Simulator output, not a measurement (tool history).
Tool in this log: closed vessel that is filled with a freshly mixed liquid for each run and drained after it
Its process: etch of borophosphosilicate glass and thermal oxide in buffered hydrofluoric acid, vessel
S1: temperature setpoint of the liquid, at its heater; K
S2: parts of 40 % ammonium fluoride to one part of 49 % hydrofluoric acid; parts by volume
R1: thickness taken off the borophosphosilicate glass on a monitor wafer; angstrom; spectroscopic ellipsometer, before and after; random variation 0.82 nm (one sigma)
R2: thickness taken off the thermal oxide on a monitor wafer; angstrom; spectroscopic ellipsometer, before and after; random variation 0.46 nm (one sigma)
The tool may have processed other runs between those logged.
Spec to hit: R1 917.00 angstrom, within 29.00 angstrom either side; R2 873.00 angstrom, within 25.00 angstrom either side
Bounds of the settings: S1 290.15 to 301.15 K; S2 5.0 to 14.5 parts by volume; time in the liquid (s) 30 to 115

Run 1, hour 0.0: S1 293.15 K, S2 9.0 parts by volume, time in the liquid (s) 60. Result: R1 719.65 angstrom, R2 673.23 angstrom.
Run 2, hour 5.4: S1 290.65 K, S2 9.0 parts by volume, time in the liquid (s) 60. Result: R1 615.85 angstrom, R2 592.41 angstrom.
Run 3, hour 11.8: S1 292.15 K, S2 9.0 parts by volume, time in the liquid (s) 60. Result: R1 673.93 angstrom, R2 638.76 angstrom.
Run 4, hour 20.7: S1 292.15 K, S2 9.0 parts by volume, time in the liquid (s) 45. Result: R1 506.49 angstrom, R2 485.92 angstrom.
Run 5, hour 25.0: S1 290.15 K, S2 9.0 parts by volume, time in the liquid (s) 45. Result: R1 451.74 angstrom, R2 431.84 angstrom.
Run 6, hour 29.8: S1 293.15 K, S2 8.5 parts by volume, time in the liquid (s) 45. Result: R1 570.13 angstrom, R2 540.44 angstrom.
Run 7, hour 35.0: S1 295.65 K, S2 8.5 parts by volume, time in the liquid (s) 45. Result: R1 667.04 angstrom, R2 624.48 angstrom.
Run 8, hour 37.8: S1 297.15 K, S2 8.5 parts by volume, time in the liquid (s) 45. Result: R1 713.40 angstrom, R2 679.56 angstrom.
Run 9, hour 39.8: S1 298.15 K, S2 8.5 parts by volume, time in the liquid (s) 45. Result: R1 747.23 angstrom, R2 715.85 angstrom.
Run 10, hour 41.4: S1 301.15 K, S2 8.0 parts by volume, time in the liquid (s) 45. Result: R1 939.90 angstrom, R2 899.39 angstrom.
At hour 48.1: hydrofluoric acid flow meter replaced.
Run 11, hour 48.1: S1 300.65 K, S2 8.0 parts by volume, time in the liquid (s) 45. Result: R1 814.71 angstrom, R2 789.64 angstrom.
Run 12, hour 56.3: S1 300.65 K, S2 7.5 parts by volume, time in the liquid (s) 45. Result: R1 864.16 angstrom, R2 838.63 angstrom.
Run 13, hour 57.3: S1 301.15 K, S2 7.5 parts by volume, time in the liquid (s) 50. Result: R1 1003.20 angstrom, R2 964.37 angstrom.
Run 14, hour 59.9: S1 300.65 K, S2 7.5 parts by volume, time in the liquid (s) 50. Result: R1 980.00 angstrom, R2 927.85 angstrom.
Run 15, hour 66.5: S1 300.15 K, S2 7.5 parts by volume, time in the liquid (s) 50. Result: R1 956.51 angstrom, R2 913.53 angstrom.

Which one of the following 4 next-run settings gets every result inside its allowed miss? There is exactly one.
Run A, hour 73.1: S1 295.15 K, S2 7.0 parts by volume, time in the liquid (s) 65. Result: R1 ?, R2 ?.
Run B, hour 73.1: S1 291.15 K, S2 6.0 parts by volume, time in the liquid (s) 60. Result: R1 ?, R2 ?.
Run C, hour 73.1: S1 292.15 K, S2 6.5 parts by volume, time in the liquid (s) 60. Result: R1 ?, R2 ?.
Run D, hour 73.1: S1 298.15 K, S2 9.0 parts by volume, time in the liquid (s) 65. Result: R1 ?, R2 ?.

move       R1      R2
   A  1016.80  975.17
   B   863.64  822.78
   C   850.20  812.23
   D   907.93  875.30
A: lands further from the targets than the last run did
B: takes the result that was furthest off past its target
C: takes the result that was furthest off past its target
D: all results land within tolerance of their targets
D meets every target.
